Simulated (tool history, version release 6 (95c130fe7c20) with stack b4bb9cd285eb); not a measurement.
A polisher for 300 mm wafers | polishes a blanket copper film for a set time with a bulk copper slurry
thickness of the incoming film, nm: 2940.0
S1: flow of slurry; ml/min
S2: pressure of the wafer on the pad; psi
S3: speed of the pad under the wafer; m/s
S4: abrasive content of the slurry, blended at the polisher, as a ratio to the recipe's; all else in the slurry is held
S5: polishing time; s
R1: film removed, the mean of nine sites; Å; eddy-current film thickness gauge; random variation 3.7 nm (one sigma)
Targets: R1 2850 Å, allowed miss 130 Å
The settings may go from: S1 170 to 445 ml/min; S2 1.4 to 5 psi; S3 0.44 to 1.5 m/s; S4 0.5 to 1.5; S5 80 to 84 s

Run 1, hour 0: S1 285 ml/min, S2 3.2 psi, S3 0.96 m/s, S4 1, S5 80 s. Result: R1 6919.2 Å.
Run 2, hour 2.1: S1 285 ml/min, S2 2.7 psi, S3 0.86 m/s, S4 1, S5 80 s. Result: R1 5351.9 Å.
Run 3, hour 10.1: S1 325 ml/min, S2 2.7 psi, S3 0.86 m/s, S4 1, S5 80 s. Result: R1 5546.5 Å.
Run 4, hour 17.5: S1 325 ml/min, S2 2.7 psi, S3 0.86 m/s, S4 1, S5 84 s. Result: R1 5629.2 Å.
Run 5, hour 24: S1 325 ml/min, S2 2.3 psi, S3 0.78 m/s, S4 1, S5 84 s. Result: R1 4497.7 Å.
Run 6, hour 25: S1 325 ml/min, S2 2 psi, S3 0.74 m/s, S4 1, S5 84 s. Result: R1 3686.8 Å.
Run 7, hour 32.3: S1 320 ml/min, S2 1.8 psi, S3 0.74 m/s, S4 1, S5 84 s. Result: R1 3255.5 Å.
Run 8, hour 40: S1 305 ml/min, S2 1.7 psi, S3 0.74 m/s, S4 1, S5 84 s. Result: R1 3184.8 Å.

Which of these 4 next moves meets every target?
Run A, hour 47.7: S1 260 ml/min, S2 1.4 psi, S3 0.76 m/s, S4 1.2, S5 80 s. Result: R1 ?.
Run B, hour 47.7: S1 325 ml/min, S2 1.7 psi, S3 0.76 m/s, S4 1.1, S5 81 s. Result: R1 ?.
Run C, hour 47.7: S1 340 ml/min, S2 1.4 psi, S3 0.82 m/s, S4 1, S5 83 s. Result: R1 ?.
Run D, hour 47.7: S1 250 ml/min, S2 1.7 psi, S3 0.74 m/s, S4 1, S5 83 s. Result: R1 ?.

move      R1
   A  2664.5
   B  3225.5
   C    2917
   D  3114.1
A: takes the result that was furthest off past its target
B: further off than the last run
C: meets every target
D: nearer than the last run, and not there yet
Move C is the one to make.
